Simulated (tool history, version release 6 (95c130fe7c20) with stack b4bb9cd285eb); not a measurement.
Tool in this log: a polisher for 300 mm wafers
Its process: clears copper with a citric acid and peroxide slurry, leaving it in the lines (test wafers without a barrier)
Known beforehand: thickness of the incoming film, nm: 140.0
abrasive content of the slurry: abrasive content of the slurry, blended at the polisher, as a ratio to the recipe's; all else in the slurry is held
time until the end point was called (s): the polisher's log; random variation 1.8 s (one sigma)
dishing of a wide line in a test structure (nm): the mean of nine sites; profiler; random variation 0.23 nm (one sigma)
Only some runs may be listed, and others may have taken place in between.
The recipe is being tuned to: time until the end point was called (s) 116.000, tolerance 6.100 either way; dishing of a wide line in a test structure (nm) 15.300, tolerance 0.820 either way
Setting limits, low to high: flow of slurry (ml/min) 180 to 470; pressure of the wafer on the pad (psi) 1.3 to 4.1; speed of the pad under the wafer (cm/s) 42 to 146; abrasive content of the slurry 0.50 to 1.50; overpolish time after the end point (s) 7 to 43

run	hour	flow of slurry (ml/min)	pressure of the wafer on the pad (psi)	speed of the pad under the wafer (cm/s)	abrasive content of the slurry	overpolish time after the end point (s)	time until the end point was called (s)	dishing of a wide line in a test structure (nm)
1	0.0	300	2.7	94	1.00	22	83.269	21.358
2	6.6	300	2.5	94	1.00	22	93.835	19.897
3	9.0	300	2.4	94	1.00	21	97.670	17.982
4	14.8	300	2.4	94	0.85	21	100.730	17.686
5	22.7	300	2.4	94	1.05	21	96.681	18.334
6	29.8	300	2.3	94	1.05	21	97.285	17.748
7	31.6	300	2.3	94	1.05	21	97.495	17.316
8	38.0	300	2.2	94	1.05	21	105.570	16.914
9	39.3	300	2.1	94	1.05	21	110.430	16.259

Exactly one of the 4 candidate moves below puts every result within its allowed miss. Which one?
A	40.6	280	2.4	86	1.25	18	?	?
B	40.6	320	2.1	94	0.80	18	?	?
C	40.6	280	2.1	86	1.10	21	?	?
D	40.6	325	2.2	96	1.05	18	?	?

move	time until the end point was called (s)	dishing of a wide line in a test structure (nm)
A	100.770	15.421
B	117.130	13.356
C	118.530	15.241
D	101.760	15.238
A: gets the furthest-off result to its target, but another result is out of tolerance
B: pushes the last run's worst result past its target
C: every result lands within tolerance
D: gets the furthest-off result to its target, but another result is out of tolerance
Answer: C
